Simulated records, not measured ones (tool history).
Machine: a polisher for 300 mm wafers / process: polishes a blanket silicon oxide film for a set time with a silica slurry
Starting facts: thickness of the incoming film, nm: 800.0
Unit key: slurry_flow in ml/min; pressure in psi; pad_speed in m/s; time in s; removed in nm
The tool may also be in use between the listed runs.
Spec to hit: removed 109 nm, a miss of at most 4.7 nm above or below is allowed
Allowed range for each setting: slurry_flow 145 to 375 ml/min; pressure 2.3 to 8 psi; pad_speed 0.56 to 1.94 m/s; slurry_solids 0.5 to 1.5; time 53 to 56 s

run 1 hour=0 | slurry_flow=240 pressure=5.1 pad_speed=1.24 slurry_solids=1 time=53 | removed=223.88
run 2 hour=1.1 | slurry_flow=240 pressure=5.1 pad_speed=1.24 slurry_solids=1 time=53 | removed=221.58
run 3 hour=2.9 | slurry_flow=240 pressure=5.1 pad_speed=1.24 slurry_solids=1 time=53 | removed=225.04
run 4 hour=6.7 | slurry_flow=240 pressure=5.1 pad_speed=0.98 slurry_solids=1 time=53 | removed=195.89
run 5 hour=14.6 | slurry_flow=240 pressure=5.1 pad_speed=1.28 slurry_solids=1 time=53 | removed=225.55
run 6 hour=22.1 | slurry_flow=240 pressure=5.1 pad_speed=1.28 slurry_solids=1.1 time=53 | removed=238.86
run 7 hour=27.7 | slurry_flow=240 pressure=4.6 pad_speed=1.2 slurry_solids=1.1 time=53 | removed=205.66
run 8 hour=29.2 | slurry_flow=240 pressure=4.6 pad_speed=1.2 slurry_solids=1.1 time=53 | removed=203.98
run 9 hour=34.9 | slurry_flow=240 pressure=4.6 pad_speed=1.2 slurry_solids=1.1 time=53 | removed=208.53
run 10 hour=42.3 | slurry_flow=240 pressure=4.1 pad_speed=1.12 slurry_solids=1.1 time=53 | removed=174.64
run 11 hour=48.8 | slurry_flow=240 pressure=3.7 pad_speed=1.1 slurry_solids=1.1 time=53 | removed=155.96
run 12 hour=52.4 | slurry_flow=240 pressure=3.4 pad_speed=1.1 slurry_solids=1.1 time=53 | removed=143.95
run 13 hour=59.9 | slurry_flow=240 pressure=3.2 pad_speed=1.1 slurry_solids=1.1 time=53 | removed=138.09
run 14 hour=62.8 | slurry_flow=240 pressure=3 pad_speed=1.1 slurry_solids=1.1 time=53 | removed=126.55
run 15 hour=68.6 | slurry_flow=240 pressure=2.9 pad_speed=1.1 slurry_solids=1.1 time=53 | removed=123.24
run 16 hour=69.9 | slurry_flow=240 pressure=2.8 pad_speed=1.1 slurry_solids=1.1 time=53 | removed=122.26
run 17 hour=70.8 | slurry_flow=240 pressure=2.3 pad_speed=1.06 slurry_solids=1.1 time=53 | removed=96.345

Exercise: of the 5 proposed moves below, exactly one satisfies all targets within the stated allowed misses. Which move is it?
run A hour=71.7 | slurry_flow=250 pressure=2.7 pad_speed=1.08 slurry_solids=1.1 time=56 | removed=?
run B hour=71.7 | slurry_flow=230 pressure=2.3 pad_speed=0.84 slurry_solids=1.05 time=53 | removed=?
run C hour=71.7 | slurry_flow=235 pressure=2.6 pad_speed=1.2 slurry_solids=1.05 time=54 | removed=?
run D hour=71.7 | slurry_flow=225 pressure=2.5 pad_speed=1.3 slurry_solids=1.15 time=54 | removed=?
run E hour=71.7 | slurry_flow=185 pressure=2.7 pad_speed=0.96 slurry_solids=1.2 time=55 | removed=?

move=A removed=123.43
move=B removed=83.592
move=C removed=119.52
move=D removed=125.34
move=E removed=111.92
A: pushes the last run's worst result past its target
B: moves away from the targets compared with the last run
C: pushes the last run's worst result past its target
D: pushes the last run's worst result past its target
E: all results land within tolerance of their targets
Answer: E

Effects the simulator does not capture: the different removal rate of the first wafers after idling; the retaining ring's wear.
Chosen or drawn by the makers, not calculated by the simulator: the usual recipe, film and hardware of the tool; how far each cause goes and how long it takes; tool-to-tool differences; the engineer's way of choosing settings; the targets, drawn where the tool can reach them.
